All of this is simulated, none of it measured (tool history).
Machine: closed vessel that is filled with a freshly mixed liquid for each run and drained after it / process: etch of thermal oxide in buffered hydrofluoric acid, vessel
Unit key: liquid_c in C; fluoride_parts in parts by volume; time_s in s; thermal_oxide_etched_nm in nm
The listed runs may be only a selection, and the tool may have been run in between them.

Run 1, hour 0.0: liquid_c 20.0 C, fluoride_parts 12.0 parts by volume, time_s 105 s. Result: thermal_oxide_etched_nm 92.043 nm.
Run 2, hour 7.1: liquid_c 20.0 C, fluoride_parts 13.5 parts by volume, time_s 105 s. Result: thermal_oxide_etched_nm 81.666 nm.
Run 3, hour 13.9: liquid_c 20.0 C, fluoride_parts 13.5 parts by volume, time_s 110 s. Result: thermal_oxide_etched_nm 85.350 nm.
Run 4, hour 22.2: liquid_c 20.0 C, fluoride_parts 13.5 parts by volume, time_s 105 s. Result: thermal_oxide_etched_nm 81.395 nm.
Run 5, hour 23.1: liquid_c 20.0 C, fluoride_parts 13.5 parts by volume, time_s 110 s. Result: thermal_oxide_etched_nm 83.984 nm.
Run 6, hour 30.2: liquid_c 20.0 C, fluoride_parts 11.0 parts by volume, time_s 110 s. Result: thermal_oxide_etched_nm 103.430 nm.
Run 7, hour 32.1: liquid_c 19.0 C, fluoride_parts 12.0 parts by volume, time_s 110 s. Result: thermal_oxide_etched_nm 91.044 nm.
Run 8, hour 37.8: liquid_c 18.5 C, fluoride_parts 12.5 parts by volume, time_s 110 s. Result: thermal_oxide_etched_nm 85.155 nm.

Estimate the outcome of run 9 from the log above:
Run 9, hour 43.3: liquid_c 17.0 C, fluoride_parts 15.0 parts by volume, time_s 110 s. Result: thermal_oxide_etched_nm ?.

Logged for run 9: thermal_oxide_etched_nm 64.475 nm.

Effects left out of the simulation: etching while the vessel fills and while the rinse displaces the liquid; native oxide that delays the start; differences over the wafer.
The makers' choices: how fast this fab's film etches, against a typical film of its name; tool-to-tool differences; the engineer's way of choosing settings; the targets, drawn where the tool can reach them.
